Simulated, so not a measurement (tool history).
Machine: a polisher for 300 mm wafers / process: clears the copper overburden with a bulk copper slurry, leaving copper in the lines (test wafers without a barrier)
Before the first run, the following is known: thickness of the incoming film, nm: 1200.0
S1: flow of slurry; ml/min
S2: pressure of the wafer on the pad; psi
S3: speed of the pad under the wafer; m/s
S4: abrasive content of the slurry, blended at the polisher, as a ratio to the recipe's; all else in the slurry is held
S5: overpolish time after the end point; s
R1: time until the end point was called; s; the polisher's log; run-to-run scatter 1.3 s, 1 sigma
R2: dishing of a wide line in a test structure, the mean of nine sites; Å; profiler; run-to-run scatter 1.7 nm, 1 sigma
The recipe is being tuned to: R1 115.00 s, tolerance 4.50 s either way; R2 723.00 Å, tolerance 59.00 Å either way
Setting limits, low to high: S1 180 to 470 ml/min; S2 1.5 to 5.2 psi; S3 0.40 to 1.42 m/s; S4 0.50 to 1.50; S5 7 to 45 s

run	day	S1	S2	S3	S4	S5	R1	R2
1	0.000	300	3.3	0.90	1.00	23	140.33	985.50
2	0.104	300	3.4	0.92	1.00	18	132.37	891.51
3	0.162	300	3.0	0.92	1.00	18	145.39	837.86
4	0.312	300	3.2	0.94	1.00	15	134.21	789.94
5	0.496	370	3.2	0.94	1.00	15	133.85	784.30
6	0.712	370	3.3	0.94	1.00	13	129.55	746.38
7	0.808	370	3.4	0.94	1.00	12	126.44	724.53
8	1.104	370	3.5	0.94	1.00	12	125.81	712.36
9	1.288	370	3.6	0.94	1.00	12	123.29	736.55
10	1.512	370	3.7	0.94	1.00	12	118.74	732.32

Next run, 5 choices. One meets every target within its allowed miss, the rest don't. Which?
A	1.738	345	3.5	0.90	1.20	13	?	?
B	1.738	450	3.5	1.02	1.00	11	?	?
C	1.738	400	3.8	0.88	1.00	12	?	?
D	1.738	415	4.2	0.78	1.05	13	?	?
E	1.738	370	3.9	0.92	0.90	15	?	?

move	R1	R2
A	127.60	792.08
B	118.06	745.04
C	125.24	764.42
D	125.53	812.71
E	121.85	904.20
A: moves away from the targets compared with the last run
B: all results in spec
C: moves away from the targets compared with the last run
D: moves away from the targets compared with the last run
E: moves away from the targets compared with the last run
The right move is B.

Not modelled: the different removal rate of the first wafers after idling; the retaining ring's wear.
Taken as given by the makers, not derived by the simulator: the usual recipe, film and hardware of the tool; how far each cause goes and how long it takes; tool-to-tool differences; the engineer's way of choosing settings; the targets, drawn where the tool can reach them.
